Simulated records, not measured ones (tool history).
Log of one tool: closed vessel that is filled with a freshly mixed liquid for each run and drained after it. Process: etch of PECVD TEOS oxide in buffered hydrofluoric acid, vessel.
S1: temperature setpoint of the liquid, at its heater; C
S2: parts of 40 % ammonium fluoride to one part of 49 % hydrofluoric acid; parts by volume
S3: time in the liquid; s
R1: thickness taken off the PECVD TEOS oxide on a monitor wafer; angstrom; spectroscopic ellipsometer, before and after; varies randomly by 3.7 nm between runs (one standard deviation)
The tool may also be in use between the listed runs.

{"run": 1, "hour": 0.0, "S1": 25, "S2": 9, "S3": 90, "R1": 2985.5}
{"run": 2, "hour": 1.4, "S1": 25, "S2": 10.5, "S3": 90, "R1": 2646}
{"run": 3, "hour": 3.0, "S1": 27, "S2": 10.5, "S3": 90, "R1": 3014.3}
{"run": 4, "hour": 4.9, "S1": 27, "S2": 12, "S3": 90, "R1": 2590.5}
{"run": 5, "hour": 9.9, "S1": 28, "S2": 11, "S3": 90, "R1": 3010.9}
{"run": 6, "hour": 12.2, "S1": 30, "S2": 11, "S3": 90, "R1": 3326}
{"run": 7, "hour": 15.8, "S1": 30.5, "S2": 10, "S3": 90, "R1": 3810.7}
{"run": 8, "hour": 18.4, "S1": 31, "S2": 9.5, "S3": 90, "R1": 3956.5}
{"run": 9, "hour": 25.2, "S1": 31, "S2": 9, "S3": 90, "R1": 4149.4}

Forecast run 10:
{"run": 10, "hour": 29.9, "S1": 31, "S2": 9, "S3": 90, "R1": "?"}

R1: 4109.4 angstrom

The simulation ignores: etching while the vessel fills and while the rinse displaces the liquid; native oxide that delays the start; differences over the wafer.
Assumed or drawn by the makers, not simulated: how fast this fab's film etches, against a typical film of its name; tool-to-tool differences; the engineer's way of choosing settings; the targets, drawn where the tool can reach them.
